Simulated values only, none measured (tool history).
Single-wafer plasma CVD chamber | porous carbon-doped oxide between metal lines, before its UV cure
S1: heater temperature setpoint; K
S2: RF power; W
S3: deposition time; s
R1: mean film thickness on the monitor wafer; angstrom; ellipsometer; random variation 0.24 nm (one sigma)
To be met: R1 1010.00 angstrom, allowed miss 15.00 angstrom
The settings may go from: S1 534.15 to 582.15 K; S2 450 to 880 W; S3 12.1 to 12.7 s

run  hour      S1   S2    S3      R1
  1   0.0  558.15  665  12.7  948.20
  2   5.5  558.15  630  12.7  917.59
  3  11.9  556.15  630  12.7  926.31
  4  13.3  556.15  555  12.7  852.90
  5  18.1  553.15  565  12.7  887.53
  6  26.6  553.15  655  12.7  973.64
  7  29.9  552.15  655  12.7  981.71
  8  37.5  551.15  655  12.7  986.71

5 next moves are on the table. One of them brings every result within its allowed miss. Which?
  A  45.1  551.15  610  12.7   ?
  B  45.1  551.15  625  12.7   ?
  C  45.1  552.15  685  12.7   ?
  D  45.1  551.15  660  12.1   ?
  E  45.1  551.15  630  12.7   ?

move       R1
   A   940.65
   B   955.58
   C  1006.20
   D   944.64
   E   960.53
A: further off than the last run
B: further off than the last run
C: meets every target
D: further off than the last run
E: further off than the last run
The right move is C.

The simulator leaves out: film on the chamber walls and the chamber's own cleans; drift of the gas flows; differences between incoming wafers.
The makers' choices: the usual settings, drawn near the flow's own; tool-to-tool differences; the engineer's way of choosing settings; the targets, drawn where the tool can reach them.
